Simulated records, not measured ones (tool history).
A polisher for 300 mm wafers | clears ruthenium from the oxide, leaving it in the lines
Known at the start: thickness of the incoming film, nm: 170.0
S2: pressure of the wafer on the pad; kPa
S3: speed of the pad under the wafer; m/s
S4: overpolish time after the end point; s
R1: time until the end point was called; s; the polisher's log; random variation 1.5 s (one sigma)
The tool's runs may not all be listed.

Run 1, hour 0.0: flow of slurry (ml/min) 315, S2 14.5 kPa, S3 1.02 m/s, S4 2 s. Result: R1 141.63 s.
Run 2, hour 4.6: flow of slurry (ml/min) 315, S2 14.5 kPa, S3 1.02 m/s, S4 2 s. Result: R1 143.12 s.
Run 3, hour 11.3: flow of slurry (ml/min) 315, S2 14.5 kPa, S3 1.02 m/s, S4 2 s. Result: R1 144.71 s.
Run 4, hour 18.8: flow of slurry (ml/min) 315, S2 15.9 kPa, S3 1.04 m/s, S4 2 s. Result: R1 129.84 s.
Run 5, hour 24.0: flow of slurry (ml/min) 315, S2 15.9 kPa, S3 1.16 m/s, S4 2 s. Result: R1 117.92 s.
Run 6, hour 31.5: flow of slurry (ml/min) 315, S2 15.9 kPa, S3 0.96 m/s, S4 2 s. Result: R1 138.53 s.
Run 7, hour 35.7: flow of slurry (ml/min) 315, S2 17.2 kPa, S3 0.98 m/s, S4 2 s. Result: R1 128.47 s.
Run 8, hour 40.3: flow of slurry (ml/min) 315, S2 17.9 kPa, S3 1.02 m/s, S4 2 s. Result: R1 122.22 s.
Run 9, hour 46.0: flow of slurry (ml/min) 315, S2 18.6 kPa, S3 1.06 m/s, S4 2 s. Result: R1 110.09 s.
Run 10, hour 49.5: flow of slurry (ml/min) 315, S2 19.3 kPa, S3 1.06 m/s, S4 2 s. Result: R1 108.69 s.

Forecast run 11:
Run 11, hour 51.2: flow of slurry (ml/min) 315, S2 20.0 kPa, S3 1.08 m/s, S4 2 s. Result: R1 ?.

{"run 11": {"R1": 102.87}}
